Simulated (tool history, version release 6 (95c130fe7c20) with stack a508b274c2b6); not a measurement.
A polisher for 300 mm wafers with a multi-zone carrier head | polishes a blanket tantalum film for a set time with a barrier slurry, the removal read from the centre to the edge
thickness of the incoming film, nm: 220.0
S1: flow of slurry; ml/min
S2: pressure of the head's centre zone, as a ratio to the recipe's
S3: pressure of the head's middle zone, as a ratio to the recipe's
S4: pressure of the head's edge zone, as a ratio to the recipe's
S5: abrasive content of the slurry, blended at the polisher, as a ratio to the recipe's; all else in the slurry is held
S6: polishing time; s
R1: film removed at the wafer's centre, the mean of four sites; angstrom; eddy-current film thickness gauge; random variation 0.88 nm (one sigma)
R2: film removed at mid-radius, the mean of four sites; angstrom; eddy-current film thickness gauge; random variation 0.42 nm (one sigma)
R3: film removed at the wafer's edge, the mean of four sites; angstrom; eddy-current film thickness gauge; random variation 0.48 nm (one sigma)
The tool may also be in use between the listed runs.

{"run": 1, "hour": 0.0, "S1": 140, "S2": 1, "S3": 1, "S4": 1, "S5": 1, "S6": 38, "R1": 828.4, "R2": 846.13, "R3": 861.25}
{"run": 2, "hour": 4.2, "S1": 140, "S2": 1, "S3": 1, "S4": 1, "S5": 1, "S6": 31, "R1": 684.94, "R2": 685.25, "R3": 696}
{"run": 3, "hour": 6.7, "S1": 140, "S2": 1, "S3": 0.95, "S4": 1, "S5": 1, "S6": 31, "R1": 680.15, "R2": 656.25, "R3": 711.31}
{"run": 4, "hour": 14.5, "S1": 135, "S2": 1, "S3": 0.95, "S4": 0.97, "S5": 0.95, "S6": 31, "R1": 665.37, "R2": 641.33, "R3": 681.53}
{"run": 5, "hour": 20.3, "S1": 130, "S2": 1, "S3": 0.95, "S4": 0.94, "S5": 0.9, "S6": 31, "R1": 621.86, "R2": 631.14, "R3": 657.15}
{"run": 6, "hour": 25.8, "S1": 130, "S2": 1, "S3": 0.95, "S4": 1, "S5": 0.9, "S6": 31, "R1": 639.07, "R2": 626.51, "R3": 677.89}

The next listed run, before its measurement:
{"run": 7, "hour": 32.5, "S1": 125, "S2": 1.02, "S3": 0.95, "S4": 0.97, "S5": 0.85, "S6": 31, "R1": "?", "R2": "?", "R3": "?"}

{"run 7": {"R1": 623.13, "R2": 604, "R3": 643.52}}
